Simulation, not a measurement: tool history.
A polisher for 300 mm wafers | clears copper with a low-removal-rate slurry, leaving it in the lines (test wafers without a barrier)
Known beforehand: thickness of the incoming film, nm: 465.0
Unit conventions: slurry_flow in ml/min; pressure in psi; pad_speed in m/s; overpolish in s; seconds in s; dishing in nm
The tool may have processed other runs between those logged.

Run 1, day 0.000: slurry_flow 260 ml/min, pressure 2.5 psi, pad_speed 1.20 m/s, slurry_solids 1.00, overpolish 18 s. Result: seconds 176.26 s, dishing 37.833 nm.
Run 2, day 0.133: slurry_flow 235 ml/min, pressure 2.5 psi, pad_speed 1.20 m/s, slurry_solids 1.00, overpolish 18 s. Result: seconds 182.54 s, dishing 37.394 nm.
Run 3, day 0.262: slurry_flow 235 ml/min, pressure 2.5 psi, pad_speed 1.00 m/s, slurry_solids 1.00, overpolish 18 s. Result: seconds 207.92 s, dishing 31.294 nm.
Run 4, day 0.638: slurry_flow 225 ml/min, pressure 2.3 psi, pad_speed 0.96 m/s, slurry_solids 0.95, overpolish 19 s. Result: seconds 244.32 s, dishing 29.748 nm.
Run 5, day 0.892: slurry_flow 220 ml/min, pressure 2.2 psi, pad_speed 0.92 m/s, slurry_solids 0.95, overpolish 19 s. Result: seconds 262.52 s, dishing 27.251 nm.
Run 6, day 1.112: slurry_flow 215 ml/min, pressure 2.1 psi, pad_speed 0.90 m/s, slurry_solids 0.95, overpolish 20 s. Result: seconds 277.99 s, dishing 26.623 nm.
Run 7, day 1.296: slurry_flow 210 ml/min, pressure 2.0 psi, pad_speed 0.88 m/s, slurry_solids 0.95, overpolish 21 s. Result: seconds 306.02 s, dishing 25.882 nm.

What does the tool deliver on the next run?
Run 8, day 1.533: slurry_flow 190 ml/min, pressure 1.3 psi, pad_speed 0.64 m/s, slurry_solids 0.95, overpolish 25 s. Result: seconds ?, dishing ?.

seconds: 629.12 s
dishing: 15.451 nm
